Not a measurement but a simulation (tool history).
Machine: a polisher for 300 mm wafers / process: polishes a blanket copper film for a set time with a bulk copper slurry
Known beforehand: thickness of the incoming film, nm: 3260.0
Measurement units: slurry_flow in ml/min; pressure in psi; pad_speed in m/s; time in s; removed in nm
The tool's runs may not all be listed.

run 1 hour=0.0 | slurry_flow=280 pressure=3.0 pad_speed=1.24 slurry_solids=1.0 time=35 | removed=415.94
run 2 hour=8.1 | slurry_flow=280 pressure=3.0 pad_speed=1.24 slurry_solids=1.0 time=35 | removed=416.08
run 3 hour=14.3 | slurry_flow=280 pressure=3.5 pad_speed=1.24 slurry_solids=1.0 time=35 | removed=487.14
run 4 hour=23.4 | slurry_flow=315 pressure=3.5 pad_speed=1.24 slurry_solids=1.0 time=35 | removed=491.55
run 5 hour=27.9 | slurry_flow=315 pressure=4.2 pad_speed=1.24 slurry_solids=1.0 time=35 | removed=578.82
run 6 hour=31.0 | slurry_flow=315 pressure=3.8 pad_speed=1.22 slurry_solids=1.0 time=35 | removed=523.23
run 7 hour=33.4 | slurry_flow=315 pressure=3.5 pad_speed=1.22 slurry_solids=1.0 time=35 | removed=479.06

Run 8 is up next; what results do you expect?
run 8 hour=37.6 | slurry_flow=315 pressure=3.3 pad_speed=1.22 slurry_solids=1.0 time=35 | removed=?

Run 8 measured removed 450.27 nm.
